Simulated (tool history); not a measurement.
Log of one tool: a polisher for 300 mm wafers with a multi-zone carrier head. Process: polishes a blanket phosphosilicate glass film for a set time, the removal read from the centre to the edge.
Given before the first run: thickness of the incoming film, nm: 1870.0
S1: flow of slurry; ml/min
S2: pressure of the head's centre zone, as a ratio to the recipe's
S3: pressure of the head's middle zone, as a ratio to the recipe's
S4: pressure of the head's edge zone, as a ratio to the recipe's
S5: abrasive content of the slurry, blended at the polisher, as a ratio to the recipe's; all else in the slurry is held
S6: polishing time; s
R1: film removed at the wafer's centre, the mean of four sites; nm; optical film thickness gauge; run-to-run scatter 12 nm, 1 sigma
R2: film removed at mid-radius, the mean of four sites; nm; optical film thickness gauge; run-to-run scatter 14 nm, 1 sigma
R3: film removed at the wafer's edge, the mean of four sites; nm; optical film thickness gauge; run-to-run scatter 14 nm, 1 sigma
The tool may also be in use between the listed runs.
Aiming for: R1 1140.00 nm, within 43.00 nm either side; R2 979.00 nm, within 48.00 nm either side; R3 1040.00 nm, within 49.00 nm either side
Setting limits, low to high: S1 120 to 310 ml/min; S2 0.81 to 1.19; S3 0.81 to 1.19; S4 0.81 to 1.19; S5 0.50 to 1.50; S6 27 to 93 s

run 1 hour=0.0 | S1=200 S2=1.00 S3=1.00 S4=1.00 S5=1.00 S6=59 | R1=546.17 R2=576.70 R3=566.45
run 2 hour=7.9 | S1=200 S2=1.00 S3=0.94 S4=1.00 S5=1.00 S6=59 | R1=560.03 R2=560.32 R3=589.74
run 3 hour=12.3 | S1=200 S2=1.00 S3=0.94 S4=1.00 S5=0.85 S6=59 | R1=533.33 R2=511.17 R3=534.35
run 4 hour=20.8 | S1=215 S2=1.05 S3=0.93 S4=0.99 S5=1.00 S6=63 | R1=618.84 R2=600.45 R3=619.73
run 5 hour=21.9 | S1=170 S2=1.05 S3=0.93 S4=0.99 S5=1.00 S6=63 | R1=598.18 R2=571.74 R3=586.55
run 6 hour=26.7 | S1=180 S2=1.09 S3=0.90 S4=0.97 S5=1.10 S6=69 | R1=725.99 R2=629.42 R3=670.66
run 7 hour=31.7 | S1=195 S2=1.11 S3=0.91 S4=0.98 S5=1.20 S6=72 | R1=794.16 R2=689.52 R3=730.75
run 8 hour=35.6 | S1=200 S2=1.17 S3=0.93 S4=1.01 S5=1.45 S6=89 | R1=1106.30 R2=930.14 R3=978.55
-- hour=42.0 worn pad replaced by a new one
run 9 hour=42.0 | S1=215 S2=1.15 S3=0.93 S4=1.04 S5=1.50 S6=91 | R1=1219.00 R2=1055.60 R3=1092.70
run 10 hour=43.3 | S1=205 S2=1.15 S3=0.93 S4=1.04 S5=1.50 S6=91 | R1=1218.30 R2=1076.70 R3=1101.80

Consider the 5 candidate settings below. Which is the only one whose results all fall within their allowed miss of target?
run A hour=44.6 | S1=175 S2=1.19 S3=0.81 S4=1.15 S5=1.35 S6=93 | R1=? R2=? R3=?
run B hour=44.6 | S1=170 S2=1.09 S3=1.16 S4=1.01 S5=1.50 S6=90 | R1=? R2=? R3=?
run C hour=44.6 | S1=265 S2=1.16 S3=0.87 S4=1.04 S5=1.40 S6=91 | R1=? R2=? R3=?
run D hour=44.6 | S1=220 S2=1.18 S3=1.07 S4=0.95 S5=1.50 S6=93 | R1=? R2=? R3=?
run E hour=44.6 | S1=210 S2=1.16 S3=0.95 S4=1.06 S5=1.45 S6=85 | R1=? R2=? R3=?

move=A R1=1238.70 R2=905.35 R3=1134.70
move=B R1=1132.70 R2=1221.00 R3=1064.10
move=C R1=1260.20 R2=996.70 R3=1111.80
move=D R1=1312.10 R2=1214.40 R3=1098.20
move=E R1=1158.50 R2=987.81 R3=1038.10
A: pushes the last run's worst result past its target
B: moves away from the targets compared with the last run
C: the worst result of the last run now meets its target, but another is out of spec
D: moves away from the targets compared with the last run
E: every result lands within tolerance
Go with E: it meets all targets.

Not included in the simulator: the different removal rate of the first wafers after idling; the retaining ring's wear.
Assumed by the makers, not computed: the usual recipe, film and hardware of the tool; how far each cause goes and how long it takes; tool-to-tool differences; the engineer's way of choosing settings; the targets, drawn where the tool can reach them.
